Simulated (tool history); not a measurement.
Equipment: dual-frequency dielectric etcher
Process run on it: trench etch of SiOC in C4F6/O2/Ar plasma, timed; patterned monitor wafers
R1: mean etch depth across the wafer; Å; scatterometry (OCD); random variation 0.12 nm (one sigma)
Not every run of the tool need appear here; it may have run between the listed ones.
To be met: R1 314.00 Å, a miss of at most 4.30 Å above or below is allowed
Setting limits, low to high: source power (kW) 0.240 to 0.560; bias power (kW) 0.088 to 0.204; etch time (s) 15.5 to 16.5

{"run": 1, "day": 0.0, "source power (kW)": 0.4, "bias power (kW)": 0.146, "etch time (s)": 15.5, "R1": 273.29}
{"run": 2, "day": 0.179, "source power (kW)": 0.4, "bias power (kW)": 0.135, "etch time (s)": 15.5, "R1": 263.93}
{"run": 3, "day": 0.438, "source power (kW)": 0.4, "bias power (kW)": 0.135, "etch time (s)": 15.5, "R1": 264.91}
{"run": 4, "day": 0.796, "source power (kW)": 0.42, "bias power (kW)": 0.136, "etch time (s)": 15.5, "R1": 271.02}
{"run": 5, "day": 1.058, "source power (kW)": 0.43, "bias power (kW)": 0.137, "etch time (s)": 15.5, "R1": 272.68}
{"run": 6, "day": 1.192, "source power (kW)": 0.44, "bias power (kW)": 0.139, "etch time (s)": 15.5, "R1": 279.41}
{"run": 7, "day": 1.529, "source power (kW)": 0.45, "bias power (kW)": 0.139, "etch time (s)": 15.5, "R1": 279.5}
{"run": 8, "day": 1.879, "source power (kW)": 0.46, "bias power (kW)": 0.14, "etch time (s)": 15.5, "R1": 284.14}
{"run": 9, "day": 1.954, "source power (kW)": 0.47, "bias power (kW)": 0.14, "etch time (s)": 15.5, "R1": 284.62}
{"run": 10, "day": 2.083, "source power (kW)": 0.48, "bias power (kW)": 0.141, "etch time (s)": 15.5, "R1": 287.42}
{"run": 11, "day": 2.229, "source power (kW)": 0.49, "bias power (kW)": 0.142, "etch time (s)": 15.5, "R1": 289.79}
{"run": 12, "day": 2.504, "source power (kW)": 0.5, "bias power (kW)": 0.143, "etch time (s)": 15.5, "R1": 296.25}

Exactly one of the 4 candidate moves below puts every result within its allowed miss. Which one?
{"run": "A", "day": 2.779, "source power (kW)": 0.54, "bias power (kW)": 0.141, "etch time (s)": 15.5, "R1": "?"}
{"run": "B", "day": 2.779, "source power (kW)": 0.38, "bias power (kW)": 0.165, "etch time (s)": 16.5, "R1": "?"}
{"run": "C", "day": 2.779, "source power (kW)": 0.5, "bias power (kW)": 0.142, "etch time (s)": 16.0, "R1": "?"}
{"run": "D", "day": 2.779, "source power (kW)": 0.48, "bias power (kW)": 0.17, "etch time (s)": 15.5, "R1": "?"}

move=A R1=299.70
move=B R1=299.66
move=C R1=301.25
move=D R1=311.58
A: nearer than the last run, and not there yet
B: nearer than the last run, and not there yet
C: nearer than the last run, and not there yet
D: in spec on every target
Move D is the one to make.

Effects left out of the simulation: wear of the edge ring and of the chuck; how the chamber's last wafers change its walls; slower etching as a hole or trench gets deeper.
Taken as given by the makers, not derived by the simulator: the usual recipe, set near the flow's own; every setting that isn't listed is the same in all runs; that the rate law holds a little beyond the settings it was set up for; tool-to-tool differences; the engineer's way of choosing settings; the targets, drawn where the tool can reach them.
